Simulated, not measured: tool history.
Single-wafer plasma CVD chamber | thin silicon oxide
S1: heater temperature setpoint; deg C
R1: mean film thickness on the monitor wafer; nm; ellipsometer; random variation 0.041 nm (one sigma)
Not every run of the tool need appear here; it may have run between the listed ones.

Run 1, hour 0.0: S1 405 deg C, chamber pressure (Torr) 0.631, RF power (kW) 0.355, deposition time (s) 4.59. Result: R1 6.8444 nm.
Run 2, hour 5.9: S1 400 deg C, chamber pressure (Torr) 0.631, RF power (kW) 0.355, deposition time (s) 4.59. Result: R1 6.8226 nm.
Run 3, hour 12.8: S1 400 deg C, chamber pressure (Torr) 0.631, RF power (kW) 0.355, deposition time (s) 4.37. Result: R1 6.4803 nm.
Run 4, hour 14.8: S1 400 deg C, chamber pressure (Torr) 0.548, RF power (kW) 0.355, deposition time (s) 4.37. Result: R1 5.6591 nm.
Run 5, hour 19.4: S1 400 deg C, chamber pressure (Torr) 0.438, RF power (kW) 0.355, deposition time (s) 4.37. Result: R1 4.5797 nm.
Run 6, hour 26.2: S1 393 deg C, chamber pressure (Torr) 0.438, RF power (kW) 0.355, deposition time (s) 4.37. Result: R1 4.6132 nm.

Predict the results of run 7:
Run 7, hour 28.1: S1 393 deg C, chamber pressure (Torr) 0.564, RF power (kW) 0.365, deposition time (s) 4.38. Result: R1 ?.

{"run 7": {"R1": 5.8733}}

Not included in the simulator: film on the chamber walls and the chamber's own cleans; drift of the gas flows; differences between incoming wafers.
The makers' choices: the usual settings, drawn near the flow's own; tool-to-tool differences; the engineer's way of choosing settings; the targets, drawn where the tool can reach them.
